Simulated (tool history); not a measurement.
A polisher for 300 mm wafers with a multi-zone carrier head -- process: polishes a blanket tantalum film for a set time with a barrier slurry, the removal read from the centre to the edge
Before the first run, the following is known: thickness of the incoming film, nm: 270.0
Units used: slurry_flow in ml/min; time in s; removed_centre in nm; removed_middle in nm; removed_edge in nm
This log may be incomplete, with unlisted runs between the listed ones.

{"run": 1, "day": 0.0, "slurry_flow": 255, "centre_zone": 1, "middle_zone": 1, "edge_zone": 1, "slurry_solids": 1, "time": 56, "removed_centre": 88.624, "removed_middle": 84.789, "removed_edge": 85.891}
{"run": 2, "day": 0.371, "slurry_flow": 255, "centre_zone": 1, "middle_zone": 1, "edge_zone": 1, "slurry_solids": 1, "time": 45, "removed_centre": 70.545, "removed_middle": 70.412, "removed_edge": 68.807}
{"run": 3, "day": 0.558, "slurry_flow": 255, "centre_zone": 1, "middle_zone": 1, "edge_zone": 1, "slurry_solids": 0.85, "time": 45, "removed_centre": 68.564, "removed_middle": 65.781, "removed_edge": 65.891}
{"run": 4, "day": 0.588, "slurry_flow": 255, "centre_zone": 0.99, "middle_zone": 1.01, "edge_zone": 1.02, "slurry_solids": 0.95, "time": 47, "removed_centre": 71.943, "removed_middle": 72.196, "removed_edge": 71.197}
{"run": 5, "day": 0.633, "slurry_flow": 255, "centre_zone": 0.91, "middle_zone": 1.01, "edge_zone": 1.02, "slurry_solids": 0.95, "time": 47, "removed_centre": 68.113, "removed_middle": 71.622, "removed_edge": 70.958}
{"run": 6, "day": 0.771, "slurry_flow": 255, "centre_zone": 0.91, "middle_zone": 1.01, "edge_zone": 0.96, "slurry_solids": 0.95, "time": 47, "removed_centre": 66.437, "removed_middle": 71.036, "removed_edge": 68.875}
{"run": 7, "day": 0.962, "slurry_flow": 270, "centre_zone": 0.82, "middle_zone": 1.09, "edge_zone": 1.06, "slurry_solids": 1.2, "time": 63, "removed_centre": 87.267, "removed_middle": 108.41, "removed_edge": 104.03}

Expected results for the next run?
{"run": 8, "day": 1.042, "slurry_flow": 275, "centre_zone": 0.83, "middle_zone": 1.09, "edge_zone": 1.07, "slurry_solids": 1.2, "time": 63, "removed_centre": "?", "removed_middle": "?", "removed_edge": "?"}

Run 8 measured removed_centre 87.267 nm, removed_middle 106.73 nm, removed_edge 102.84 nm.
